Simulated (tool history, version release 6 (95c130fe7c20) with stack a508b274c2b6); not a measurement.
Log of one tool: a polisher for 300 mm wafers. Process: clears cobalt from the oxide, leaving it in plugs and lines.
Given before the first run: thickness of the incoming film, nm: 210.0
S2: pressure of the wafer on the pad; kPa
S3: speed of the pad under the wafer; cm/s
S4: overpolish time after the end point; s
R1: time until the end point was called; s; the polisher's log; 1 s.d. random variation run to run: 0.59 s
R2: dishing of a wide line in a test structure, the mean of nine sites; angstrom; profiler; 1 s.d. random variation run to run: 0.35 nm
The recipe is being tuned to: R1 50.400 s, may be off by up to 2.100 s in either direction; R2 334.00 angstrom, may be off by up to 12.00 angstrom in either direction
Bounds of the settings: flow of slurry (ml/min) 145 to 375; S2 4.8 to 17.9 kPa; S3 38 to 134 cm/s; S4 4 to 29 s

{"run": 1, "hour": 0.0, "flow of slurry (ml/min)": 240, "S2": 11.0, "S3": 86, "S4": 15, "R1": 55.648, "R2": 276.35}
{"run": 2, "hour": 5.0, "flow of slurry (ml/min)": 240, "S2": 11.0, "S3": 72, "S4": 15, "R1": 66.496, "R2": 254.68}
{"run": 3, "hour": 6.5, "flow of slurry (ml/min)": 240, "S2": 11.7, "S3": 72, "S4": 16, "R1": 62.416, "R2": 273.59}
{"run": 4, "hour": 14.8, "flow of slurry (ml/min)": 240, "S2": 14.5, "S3": 72, "S4": 16, "R1": 50.565, "R2": 302.28}
{"run": 5, "hour": 22.0, "flow of slurry (ml/min)": 240, "S2": 14.5, "S3": 72, "S4": 17, "R1": 51.182, "R2": 305.58}
{"run": 6, "hour": 28.9, "flow of slurry (ml/min)": 240, "S2": 14.5, "S3": 72, "S4": 18, "R1": 50.734, "R2": 305.15}
{"run": 7, "hour": 34.1, "flow of slurry (ml/min)": 240, "S2": 14.5, "S3": 72, "S4": 19, "R1": 50.813, "R2": 318.17}
{"run": 8, "hour": 36.6, "flow of slurry (ml/min)": 240, "S2": 14.5, "S3": 72, "S4": 20, "R1": 51.491, "R2": 323.09}
{"run": 9, "hour": 41.6, "flow of slurry (ml/min)": 240, "S2": 14.5, "S3": 72, "S4": 20, "R1": 51.583, "R2": 316.41}

Consider the 5 candidate settings below. Which is the only one whose results all fall within their allowed miss of target?
{"run": "A", "hour": 46.6, "flow of slurry (ml/min)": 260, "S2": 16.5, "S3": 64, "S4": 24, "R1": "?", "R2": "?"}
{"run": "B", "hour": 46.6, "flow of slurry (ml/min)": 245, "S2": 15.2, "S3": 66, "S4": 19, "R1": "?", "R2": "?"}
{"run": "C", "hour": 46.6, "flow of slurry (ml/min)": 270, "S2": 16.5, "S3": 60, "S4": 15, "R1": "?", "R2": "?"}
{"run": "D", "hour": 46.6, "flow of slurry (ml/min)": 240, "S2": 14.5, "S3": 72, "S4": 19, "R1": "?", "R2": "?"}
{"run": "E", "hour": 46.6, "flow of slurry (ml/min)": 220, "S2": 15.2, "S3": 72, "S4": 15, "R1": "?", "R2": "?"}

move=A R1=49.561 R2=332.76
move=B R1=52.618 R2=306.45
move=C R1=52.585 R2=279.42
move=D R1=50.716 R2=310.10
move=E R1=48.771 R2=288.18
A: every result within its allowed miss
B: misses by more than the last run did
C: misses by more than the last run did
D: misses by more than the last run did
E: misses by more than the last run did
The right move is A.
